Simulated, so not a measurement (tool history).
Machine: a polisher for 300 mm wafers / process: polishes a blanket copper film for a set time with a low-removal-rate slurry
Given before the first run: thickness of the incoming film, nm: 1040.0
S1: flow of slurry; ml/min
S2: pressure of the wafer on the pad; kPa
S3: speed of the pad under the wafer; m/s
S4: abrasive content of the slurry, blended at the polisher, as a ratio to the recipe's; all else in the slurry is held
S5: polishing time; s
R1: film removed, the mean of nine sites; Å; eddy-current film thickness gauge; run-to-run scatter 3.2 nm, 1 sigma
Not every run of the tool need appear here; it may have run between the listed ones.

run  hour   S1    S2    S3   S4  S5      R1
  1   0.0  200  18.6  1.18  1.0  86  3211.4
  2   6.1  200  15.9  1.18  1.0  86  2701.6
  3  13.0  210  17.9  1.18  1.0  86  3079.3
  4  16.8  210  17.9  1.18  1.0  86  3159.3
  5  24.7  165  17.9  1.18  1.0  86  3011.8
  6  33.6  175  19.3  1.18  1.0  86  3240.5
  7  39.8  195  20.0  1.18  1.0  86  3464.2

Run 8 has not been measured yet. What should we expect?
  8  42.0  250  22.1  1.18  1.0  86   ?

R1: 3929.4 Å

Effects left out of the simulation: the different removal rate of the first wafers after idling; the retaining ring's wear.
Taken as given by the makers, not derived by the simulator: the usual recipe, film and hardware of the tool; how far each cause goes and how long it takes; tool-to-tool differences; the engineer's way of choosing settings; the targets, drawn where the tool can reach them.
